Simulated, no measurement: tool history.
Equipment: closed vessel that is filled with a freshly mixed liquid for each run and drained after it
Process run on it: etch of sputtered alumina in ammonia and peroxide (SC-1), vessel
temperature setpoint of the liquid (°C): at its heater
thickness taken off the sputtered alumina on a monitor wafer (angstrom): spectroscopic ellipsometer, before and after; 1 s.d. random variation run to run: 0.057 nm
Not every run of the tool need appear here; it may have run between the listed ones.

run,hour,temperature setpoint of the liquid (°C),parts of 29 % ammonia solution to one part of 30 % peroxide (parts by volume),time in the liquid (s),thickness taken off the sputtered alumina on a monitor wafer (angstrom)
1,0,62,1,105,106.66
2,2.7,62,0.7,105,102.16
3,9,60.5,0.7,105,96.145
4,14.6,60.5,0.7,105,94.885
5,16.6,59.5,0.7,105,90.244
6,24,59,0.7,105,88.939
7,29.2,58.5,0.7,105,87.588
8,31.2,58,0.7,105,85.278

Run 9, settings as shown, results not yet in. Your forecast:
9,38.7,58,0.7,105,?

Run 9 came out at thickness taken off the sputtered alumina on a monitor wafer (angstrom) 84.154.
